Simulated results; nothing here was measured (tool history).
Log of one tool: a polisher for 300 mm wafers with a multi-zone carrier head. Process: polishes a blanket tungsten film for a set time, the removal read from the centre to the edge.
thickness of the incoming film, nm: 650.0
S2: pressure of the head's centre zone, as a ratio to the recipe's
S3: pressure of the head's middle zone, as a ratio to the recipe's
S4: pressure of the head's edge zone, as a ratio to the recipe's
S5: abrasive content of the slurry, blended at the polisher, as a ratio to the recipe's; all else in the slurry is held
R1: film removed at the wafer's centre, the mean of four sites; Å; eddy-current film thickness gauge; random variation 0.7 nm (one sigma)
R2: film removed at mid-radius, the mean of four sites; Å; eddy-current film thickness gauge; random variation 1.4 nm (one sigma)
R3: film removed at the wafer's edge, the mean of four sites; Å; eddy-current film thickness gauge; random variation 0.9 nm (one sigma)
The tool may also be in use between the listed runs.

{"run": 1, "hour": 0.0, "flow of slurry (ml/min)": 220, "S2": 1, "S3": 1, "S4": 1, "S5": 1, "polishing time (s)": 52, "R1": 2036.5, "R2": 2029.1, "R3": 2061.7}
{"run": 2, "hour": 2.7, "flow of slurry (ml/min)": 220, "S2": 1, "S3": 1, "S4": 1, "S5": 0.9, "polishing time (s)": 52, "R1": 1996.5, "R2": 1989.1, "R3": 2021}
{"run": 3, "hour": 7.4, "flow of slurry (ml/min)": 220, "S2": 0.99, "S3": 1.01, "S4": 0.97, "S5": 0.85, "polishing time (s)": 49, "R1": 1816.5, "R2": 1861.6, "R3": 1824.8}
{"run": 4, "hour": 8.6, "flow of slurry (ml/min)": 220, "S2": 0.99, "S3": 1.09, "S4": 0.97, "S5": 0.85, "polishing time (s)": 49, "R1": 1814.8, "R2": 1981.2, "R3": 1833.9}
{"run": 5, "hour": 10.9, "flow of slurry (ml/min)": 220, "S2": 0.98, "S3": 1.09, "S4": 0.95, "S5": 0.8, "polishing time (s)": 46, "R1": 1697.9, "R2": 1826.7, "R3": 1686.6}
{"run": 6, "hour": 12.7, "flow of slurry (ml/min)": 215, "S2": 0.96, "S3": 1.1, "S4": 0.93, "S5": 0.75, "polishing time (s)": 44, "R1": 1545.4, "R2": 1713.9, "R3": 1564.5}
{"run": 7, "hour": 18.4, "flow of slurry (ml/min)": 215, "S2": 0.95, "S3": 1.11, "S4": 0.91, "S5": 0.7, "polishing time (s)": 42, "R1": 1431.4, "R2": 1600.9, "R3": 1415.4}

Run 8 comes next. What will it give?
{"run": 8, "hour": 23.1, "flow of slurry (ml/min)": 215, "S2": 0.94, "S3": 1.1, "S4": 0.89, "S5": 0.65, "polishing time (s)": 42, "R1": "?", "R2": "?", "R3": "?"}

{"run 8": {"R1": 1390.5, "R2": 1552.6, "R3": 1380.4}}

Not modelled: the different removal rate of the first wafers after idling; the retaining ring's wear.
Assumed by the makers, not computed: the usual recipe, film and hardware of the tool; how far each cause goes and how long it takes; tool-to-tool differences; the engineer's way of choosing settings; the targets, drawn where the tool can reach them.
